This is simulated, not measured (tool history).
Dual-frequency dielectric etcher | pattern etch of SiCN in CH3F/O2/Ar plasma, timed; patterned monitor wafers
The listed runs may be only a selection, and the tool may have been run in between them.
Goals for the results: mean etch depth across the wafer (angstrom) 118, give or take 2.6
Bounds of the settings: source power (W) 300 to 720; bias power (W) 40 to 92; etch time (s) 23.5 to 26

| run | hour | source power (W) | bias power (W) | etch time (s) | mean etch depth across the wafer (angstrom) |
|---|---|---|---|---|---|
| 1 | 0 | 510 | 66 | 26 | 101.73 |
| 2 | 6.1 | 440 | 66 | 26 | 96.486 |
| 3 | 7.1 | 440 | 74 | 26 | 100.61 |
| 4 | 14.1 | 480 | 75 | 26 | 105.14 |
| 5 | 18.6 | 510 | 76 | 26 | 107.42 |
| 6 | 21.9 | 510 | 65 | 26 | 101.82 |
| 7 | 22.8 | 540 | 66 | 26 | 104.23 |
| 8 | 25.2 | 570 | 67 | 26 | 107.77 |
| 9 | 28.7 | 590 | 68 | 26 | 108.36 |
| 10 | 31.2 | 610 | 69 | 26 | 111.46 |
| 11 | 37.5 | 620 | 69 | 26 | 112.22 |

4 next moves are on the table. One of them brings every result within its allowed miss. Which?
| A | 43.8 | 670 | 72 | 26 | ? |
| B | 43.8 | 620 | 73 | 25 | ? |
| C | 43.8 | 720 | 65 | 24.5 | ? |
| D | 43.8 | 590 | 69 | 26 | ? |

| move | mean etch depth across the wafer (angstrom) |
|---|---|
| A | 118.01 |
| B | 110.66 |
| C | 110.41 |
| D | 110.71 |
A: all results in spec
B: moves away from the targets compared with the last run
C: moves away from the targets compared with the last run
D: moves away from the targets compared with the last run
Move A is the one to make.
